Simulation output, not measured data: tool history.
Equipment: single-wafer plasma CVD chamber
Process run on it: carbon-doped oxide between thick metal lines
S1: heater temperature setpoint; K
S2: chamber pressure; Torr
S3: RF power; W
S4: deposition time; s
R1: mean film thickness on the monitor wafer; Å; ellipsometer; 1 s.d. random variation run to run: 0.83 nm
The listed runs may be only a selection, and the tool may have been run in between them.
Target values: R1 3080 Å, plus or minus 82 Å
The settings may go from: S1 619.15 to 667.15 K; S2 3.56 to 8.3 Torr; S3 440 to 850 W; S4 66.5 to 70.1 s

{"run": 1, "hour": 0.0, "S1": 643.15, "S2": 5.93, "S3": 645, "S4": 70.1, "R1": 3943.5}
{"run": 2, "hour": 2.6, "S1": 644.15, "S2": 5.86, "S3": 615, "S4": 69.6, "R1": 3718}
{"run": 3, "hour": 9.2, "S1": 645.15, "S2": 5.73, "S3": 600, "S4": 69.4, "R1": 3626.1}
{"run": 4, "hour": 10.0, "S1": 646.15, "S2": 5.57, "S3": 590, "S4": 69.3, "R1": 3551.1}
{"run": 5, "hour": 11.3, "S1": 640.15, "S2": 5.57, "S3": 590, "S4": 69.3, "R1": 3580.1}
{"run": 6, "hour": 18.6, "S1": 640.15, "S2": 5.44, "S3": 580, "S4": 69.2, "R1": 3491}
{"run": 7, "hour": 25.7, "S1": 640.15, "S2": 5.31, "S3": 570, "S4": 69.1, "R1": 3413.3}
{"run": 8, "hour": 30.5, "S1": 640.15, "S2": 5.31, "S3": 570, "S4": 69.1, "R1": 3422.3}
{"run": 9, "hour": 31.9, "S1": 640.15, "S2": 5.17, "S3": 565, "S4": 69, "R1": 3369.2}
{"run": 10, "hour": 36.1, "S1": 640.15, "S2": 5.03, "S3": 560, "S4": 69, "R1": 3321.5}
{"run": 11, "hour": 42.4, "S1": 640.15, "S2": 5.03, "S3": 560, "S4": 69, "R1": 3321.8}
{"run": 12, "hour": 48.2, "S1": 640.15, "S2": 4.91, "S3": 555, "S4": 69, "R1": 3288.8}
{"run": 13, "hour": 52.8, "S1": 640.15, "S2": 4.81, "S3": 550, "S4": 69, "R1": 3229.5}
{"run": 14, "hour": 56.3, "S1": 640.15, "S2": 4.74, "S3": 550, "S4": 69, "R1": 3240.3}
{"run": 15, "hour": 64.7, "S1": 640.15, "S2": 4.66, "S3": 550, "S4": 69, "R1": 3232.2}
{"run": 16, "hour": 70.9, "S1": 640.15, "S2": 4.59, "S3": 550, "S4": 69, "R1": 3221}
{"run": 17, "hour": 78.5, "S1": 640.15, "S2": 4.52, "S3": 550, "S4": 69, "R1": 3207}
{"run": 18, "hour": 84.6, "S1": 640.15, "S2": 4.46, "S3": 550, "S4": 69, "R1": 3215.5}
{"run": 19, "hour": 91.5, "S1": 640.15, "S2": 4.41, "S3": 545, "S4": 69, "R1": 3155.9}

Consider the 5 candidate settings below. Which is the only one whose results all fall within their allowed miss of target?
{"run": "A", "hour": 98.4, "S1": 647.15, "S2": 4.85, "S3": 515, "S4": 66.5, "R1": "?"}
{"run": "B", "hour": 98.4, "S1": 642.15, "S2": 4.6, "S3": 560, "S4": 70.1, "R1": "?"}
{"run": "C", "hour": 98.4, "S1": 635.15, "S2": 5.29, "S3": 505, "S4": 66.5, "R1": "?"}
{"run": "D", "hour": 98.4, "S1": 638.15, "S2": 4.62, "S3": 570, "S4": 68.3, "R1": "?"}
{"run": "E", "hour": 98.4, "S1": 652.15, "S2": 5.27, "S3": 525, "S4": 70.1, "R1": "?"}

move=A R1=2872.9
move=B R1=3310
move=C R1=2913.5
move=D R1=3312.6
move=E R1=3107.8
A: takes the result that was furthest off past its target
B: its largest miss is bigger than the last run's
C: takes the result that was furthest off past its target
D: its largest miss is bigger than the last run's
E: all results land within tolerance of their targets
The move that meets every target is E.
